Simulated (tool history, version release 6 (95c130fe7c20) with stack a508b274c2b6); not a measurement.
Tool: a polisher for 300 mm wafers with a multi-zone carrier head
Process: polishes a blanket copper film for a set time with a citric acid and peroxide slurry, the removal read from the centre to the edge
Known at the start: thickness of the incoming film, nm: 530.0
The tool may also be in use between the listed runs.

run,hour,flow of slurry (ml/min),pressure of the head's centre zone,pressure of the head's middle zone,pressure of the head's edge zone,abrasive content of the slurry,polishing time (s),film removed at the wafer's centre (Å),film removed at mid-radius (Å),film removed at the wafer's edge (Å)
1,0,140,1,1,1,1,67,720.29,715.03,723.21
2,7,155,1.04,1.02,1.03,1.1,68,785.16,746.21,781.57
3,12.5,165,1.07,1.05,1.02,1.2,69,862.46,810.08,782.39
4,16.9,190,1.07,1.05,1.02,1.2,69,869.54,829.47,814.16
5,21,190,1.07,1.05,1.02,1.2,75,943.58,907.01,860.63
# hour 25.6: worn pad replaced by a new one
6,25.6,190,1.07,1.11,1.02,1.2,75,1067,1027.5,974.38
7,31.2,180,1.08,1.1,1.03,1.2,75,1065.1,1047.8,995.32
8,32.3,180,1.1,1.08,1.04,1.2,75,1078,1035.9,979.34

The next listed run, before its measurement:
9,34.1,180,1.1,1.08,1.04,1.2,75,?,?,?

Run 9 gave film removed at the wafer's centre (Å) 1075.7, film removed at mid-radius (Å) 1014.3, film removed at the wafer's edge (Å) 973.35.
